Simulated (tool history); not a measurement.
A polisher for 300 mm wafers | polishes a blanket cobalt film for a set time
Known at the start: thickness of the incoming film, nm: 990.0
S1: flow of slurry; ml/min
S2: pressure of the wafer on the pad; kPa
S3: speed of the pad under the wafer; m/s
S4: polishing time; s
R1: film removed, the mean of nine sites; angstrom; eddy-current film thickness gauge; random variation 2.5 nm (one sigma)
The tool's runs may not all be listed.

Run 1, hour 0.0: S1 195 ml/min, S2 10.3 kPa, S3 0.76 m/s, S4 125 s. Result: R1 4215.8 angstrom.
Run 2, hour 8.4: S1 145 ml/min, S2 10.3 kPa, S3 0.76 m/s, S4 125 s. Result: R1 4039.1 angstrom.
Run 3, hour 11.1: S1 145 ml/min, S2 12.4 kPa, S3 0.76 m/s, S4 125 s. Result: R1 4912.0 angstrom.
Run 4, hour 11.8: S1 145 ml/min, S2 12.4 kPa, S3 0.76 m/s, S4 125 s. Result: R1 4898.1 angstrom.
Run 5, hour 13.4: S1 145 ml/min, S2 11.7 kPa, S3 0.76 m/s, S4 125 s. Result: R1 4624.9 angstrom.
Run 6, hour 14.9: S1 145 ml/min, S2 11.7 kPa, S3 0.64 m/s, S4 125 s. Result: R1 3922.3 angstrom.
Run 7, hour 19.4: S1 145 ml/min, S2 11.0 kPa, S3 0.64 m/s, S4 125 s. Result: R1 3748.8 angstrom.
Run 8, hour 23.2: S1 140 ml/min, S2 9.7 kPa, S3 0.64 m/s, S4 125 s. Result: R1 3219.6 angstrom.

The next listed run, before its measurement:
Run 9, hour 29.7: S1 135 ml/min, S2 9.7 kPa, S3 0.64 m/s, S4 125 s. Result: R1 ?.

R1: 3229.3 angstrom
